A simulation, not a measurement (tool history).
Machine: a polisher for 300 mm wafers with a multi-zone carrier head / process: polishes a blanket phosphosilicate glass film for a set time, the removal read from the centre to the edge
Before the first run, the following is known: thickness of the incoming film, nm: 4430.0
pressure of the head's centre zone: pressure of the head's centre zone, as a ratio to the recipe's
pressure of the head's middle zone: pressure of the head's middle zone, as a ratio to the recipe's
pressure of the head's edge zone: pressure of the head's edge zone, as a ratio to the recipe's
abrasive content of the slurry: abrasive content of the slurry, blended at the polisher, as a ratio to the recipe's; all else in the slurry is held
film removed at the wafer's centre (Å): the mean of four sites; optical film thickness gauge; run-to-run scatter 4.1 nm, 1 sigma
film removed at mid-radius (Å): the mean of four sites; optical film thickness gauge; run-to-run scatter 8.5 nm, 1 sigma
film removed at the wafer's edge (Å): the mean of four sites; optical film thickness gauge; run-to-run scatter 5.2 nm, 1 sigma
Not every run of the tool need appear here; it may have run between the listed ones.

run  hour  flow of slurry (ml/min)  pressure of the head's centre zone  pressure of the head's middle zone  pressure of the head's edge zone  abrasive content of the slurry  polishing time (s)  film removed at the wafer's centre (Å)  film removed at mid-radius (Å)  film removed at the wafer's edge (Å)
  1   0.0                      275                                1.00                                1.00                              1.00                             1.0                  41                                  4896.9                          4822.8                                5175.7
  2   6.6                      285                                1.02                                1.03                              1.00                             1.0                  41                                  4999.1                          4909.8                                5085.2
  3  15.3                      285                                1.02                                1.03                              1.00                             1.0                  46                                  5657.2                          5478.3                                5782.1
  4  16.3                      235                                1.02                                1.03                              1.00                             1.0                  46                                  5513.0                          5410.7                                5648.9
  5  22.9                      245                                1.03                                1.05                              0.99                             1.0                  46                                  5630.9                          5650.9                                5626.9
  6  24.1                      250                                1.04                                1.06                              0.99                             1.0                  46                                  5613.0                          5769.5                                5659.7
  7  30.2                      260                                1.05                                1.06                              0.98                             1.0                  46                                  5759.5                          5849.8                                5620.5
  8  33.1                      265                                1.06                                1.06                              0.97                             1.0                  46                                  5781.0                          5691.1                                5582.3
  9  39.1                      270                                1.07                                1.07                              0.97                             1.0                  46                                  5918.4                          5838.2                                5582.5
 10  47.5                      275                                1.07                                1.08                              0.97                             1.0                  46                                  5920.7                          5923.6                                5575.9
 11  52.4                      280                                1.07                                1.09                              0.97                             1.0                  46                                  5878.7                          5913.0                                5739.9

Forecast run 12:
 12  54.5                      275                                1.08                                1.09                              0.96                             1.0                  46                                       ?                               ?                                     ?

{"run 12": {"film removed at the wafer's centre (Å)": 5834.6, "film removed at mid-radius (Å)": 5727.7, "film removed at the wafer's edge (Å)": 5570.2}}
